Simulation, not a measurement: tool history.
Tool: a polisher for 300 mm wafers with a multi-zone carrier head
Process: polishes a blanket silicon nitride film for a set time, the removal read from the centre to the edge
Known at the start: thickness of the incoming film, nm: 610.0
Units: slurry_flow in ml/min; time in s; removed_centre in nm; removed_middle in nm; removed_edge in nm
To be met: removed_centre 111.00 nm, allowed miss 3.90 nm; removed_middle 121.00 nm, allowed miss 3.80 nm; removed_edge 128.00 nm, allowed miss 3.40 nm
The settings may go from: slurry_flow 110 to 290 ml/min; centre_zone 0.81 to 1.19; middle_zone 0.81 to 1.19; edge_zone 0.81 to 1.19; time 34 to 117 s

run 1 hour=0.0 | slurry_flow=185 centre_zone=1.00 middle_zone=1.00 edge_zone=1.00 time=75 | removed_centre=139.52 removed_middle=146.22 removed_edge=142.56
run 2 hour=2.0 | slurry_flow=185 centre_zone=1.00 middle_zone=1.00 edge_zone=1.06 time=75 | removed_centre=140.48 removed_middle=145.12 removed_edge=145.08
run 3 hour=9.0 | slurry_flow=175 centre_zone=0.97 middle_zone=0.97 edge_zone=1.03 time=73 | removed_centre=131.50 removed_middle=137.90 removed_edge=140.11
run 4 hour=9.8 | slurry_flow=175 centre_zone=0.97 middle_zone=0.97 edge_zone=0.97 time=73 | removed_centre=132.13 removed_middle=137.61 removed_edge=132.77
run 5 hour=18.6 | slurry_flow=175 centre_zone=0.97 middle_zone=0.97 edge_zone=0.97 time=56 | removed_centre=100.78 removed_middle=104.40 removed_edge=102.96
run 6 hour=21.6 | slurry_flow=210 centre_zone=0.97 middle_zone=0.97 edge_zone=0.97 time=56 | removed_centre=107.97 removed_middle=108.82 removed_edge=104.69
run 7 hour=27.6 | slurry_flow=215 centre_zone=0.95 middle_zone=0.98 edge_zone=1.03 time=57 | removed_centre=107.51 removed_middle=111.88 removed_edge=109.87
run 8 hour=29.6 | slurry_flow=215 centre_zone=0.94 middle_zone=0.98 edge_zone=1.07 time=58 | removed_centre=106.23 removed_middle=113.41 removed_edge=115.74
run 9 hour=37.2 | slurry_flow=265 centre_zone=0.94 middle_zone=0.99 edge_zone=1.15 time=59 | removed_centre=111.39 removed_middle=118.89 removed_edge=123.65
run 10 hour=44.9 | slurry_flow=265 centre_zone=0.94 middle_zone=0.99 edge_zone=1.16 time=59 | removed_centre=112.89 removed_middle=117.28 removed_edge=123.08

Which of these 5 next moves meets every target?
run A hour=52.6 | slurry_flow=280 centre_zone=0.90 middle_zone=0.97 edge_zone=1.17 time=60 | removed_centre=? removed_middle=? removed_edge=?
run B hour=52.6 | slurry_flow=260 centre_zone=0.94 middle_zone=1.03 edge_zone=1.13 time=57 | removed_centre=? removed_middle=? removed_edge=?
run C hour=52.6 | slurry_flow=290 centre_zone=0.95 middle_zone=1.04 edge_zone=1.11 time=62 | removed_centre=? removed_middle=? removed_edge=?
run D hour=52.6 | slurry_flow=240 centre_zone=0.94 middle_zone=0.88 edge_zone=1.19 time=61 | removed_centre=? removed_middle=? removed_edge=?
run E hour=52.6 | slurry_flow=200 centre_zone=0.84 middle_zone=0.99 edge_zone=1.19 time=62 | removed_centre=? removed_middle=? removed_edge=?

move=A removed_centre=110.74 removed_middle=120.63 removed_edge=129.03
move=B removed_centre=108.18 removed_middle=117.97 removed_edge=119.56
move=C removed_centre=120.32 removed_middle=130.67 removed_edge=130.04
move=D removed_centre=114.43 removed_middle=113.51 removed_edge=130.65
move=E removed_centre=102.88 removed_middle=120.82 removed_edge=130.10
A: meets every target
B: further off than the last run
C: brings the result that was furthest off to its target, and leaves another outside
D: brings the result that was furthest off to its target, and leaves another outside
E: brings the result that was furthest off to its target, and leaves another outside
Answer: A
